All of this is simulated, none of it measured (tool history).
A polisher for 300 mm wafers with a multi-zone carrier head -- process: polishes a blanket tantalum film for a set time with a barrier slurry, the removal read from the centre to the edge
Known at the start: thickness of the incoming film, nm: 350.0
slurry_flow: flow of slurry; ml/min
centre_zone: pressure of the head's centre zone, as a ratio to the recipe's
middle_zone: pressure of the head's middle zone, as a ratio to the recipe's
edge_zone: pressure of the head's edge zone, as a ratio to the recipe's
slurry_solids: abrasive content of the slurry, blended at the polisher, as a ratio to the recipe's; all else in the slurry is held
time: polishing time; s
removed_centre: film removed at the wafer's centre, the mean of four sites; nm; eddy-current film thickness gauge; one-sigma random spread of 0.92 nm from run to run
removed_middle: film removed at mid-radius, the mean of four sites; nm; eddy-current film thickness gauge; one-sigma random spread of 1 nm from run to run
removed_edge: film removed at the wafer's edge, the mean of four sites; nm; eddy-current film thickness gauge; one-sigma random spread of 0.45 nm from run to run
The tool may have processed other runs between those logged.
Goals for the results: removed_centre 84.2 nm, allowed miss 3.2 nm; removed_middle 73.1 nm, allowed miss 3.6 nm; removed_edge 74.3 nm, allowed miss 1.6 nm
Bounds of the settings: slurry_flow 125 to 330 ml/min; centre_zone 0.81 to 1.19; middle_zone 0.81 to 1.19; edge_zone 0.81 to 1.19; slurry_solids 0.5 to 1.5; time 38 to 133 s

Run 1, hour 0: slurry_flow 210 ml/min, centre_zone 1, middle_zone 1, edge_zone 1, slurry_solids 1, time 85 s. Result: removed_centre 114.29 nm, removed_middle 121.08 nm, removed_edge 116.07 nm.
Run 2, hour 3.1: slurry_flow 205 ml/min, centre_zone 1.02, middle_zone 0.96, edge_zone 0.96, slurry_solids 0.85, time 80 s. Result: removed_centre 102.98 nm, removed_middle 100.52 nm, removed_edge 100.1 nm.
Run 3, hour 9.5: slurry_flow 205 ml/min, centre_zone 1.02, middle_zone 0.96, edge_zone 1.05, slurry_solids 0.85, time 80 s. Result: removed_centre 102.41 nm, removed_middle 100.31 nm, removed_edge 104.9 nm.
Run 4, hour 12.9: slurry_flow 200 ml/min, centre_zone 1.03, middle_zone 0.95, edge_zone 1, slurry_solids 0.75, time 78 s. Result: removed_centre 95.266 nm, removed_middle 89.896 nm, removed_edge 92.846 nm.
Run 5, hour 15.2: slurry_flow 190 ml/min, centre_zone 1.03, middle_zone 0.94, edge_zone 0.96, slurry_solids 0.7, time 78 s. Result: removed_centre 90.716 nm, removed_middle 85.553 nm, removed_edge 86.902 nm.
Run 6, hour 22.3: slurry_flow 190 ml/min, centre_zone 1.03, middle_zone 0.94, edge_zone 0.96, slurry_solids 0.7, time 64 s. Result: removed_centre 72.845 nm, removed_middle 70.983 nm, removed_edge 72.166 nm.
Run 7, hour 24.7: slurry_flow 200 ml/min, centre_zone 1.05, middle_zone 0.94, edge_zone 0.96, slurry_solids 0.7, time 64 s. Result: removed_centre 75.078 nm, removed_middle 71.293 nm, removed_edge 72.623 nm.
Run 8, hour 27.2: slurry_flow 210 ml/min, centre_zone 1.07, middle_zone 0.94, edge_zone 0.96, slurry_solids 0.7, time 64 s. Result: removed_centre 78.051 nm, removed_middle 72.007 nm, removed_edge 73.475 nm.
Run 9, hour 34.2: slurry_flow 215 ml/min, centre_zone 1.08, middle_zone 0.94, edge_zone 0.96, slurry_solids 0.7, time 64 s. Result: removed_centre 77.413 nm, removed_middle 71.137 nm, removed_edge 74.258 nm.

Consider the 4 candidate settings below. Which is the only one whose results all fall within their allowed miss of target?
Run A, hour 41.2: slurry_flow 205 ml/min, centre_zone 1.06, middle_zone 0.97, edge_zone 1.03, slurry_solids 0.95, time 55 s. Result: removed_centre ?, removed_middle ?, removed_edge ?.
Run B, hour 41.2: slurry_flow 150 ml/min, centre_zone 1.19, middle_zone 1.01, edge_zone 1.05, slurry_solids 0.7, time 66 s. Result: removed_centre ?, removed_middle ?, removed_edge ?.
Run C, hour 41.2: slurry_flow 240 ml/min, centre_zone 0.96, middle_zone 1.05, edge_zone 0.97, slurry_solids 0.75, time 65 s. Result: removed_centre ?, removed_middle ?, removed_edge ?.
Run D, hour 41.2: slurry_flow 325 ml/min, centre_zone 0.88, middle_zone 0.91, edge_zone 0.98, slurry_solids 0.75, time 60 s. Result: removed_centre ?, removed_middle ?, removed_edge ?.

move  removed_centre  removed_middle  removed_edge
   A          77.158           71.48        74.876
   B          83.207           72.18        74.924
   C          76.729          82.893         78.58
   D          67.895          70.224        74.853
A: as far off as the last run
B: all results in spec
C: the biggest miss grows against the last run
D: the biggest miss grows against the last run
Correct choice: B, which meets every target
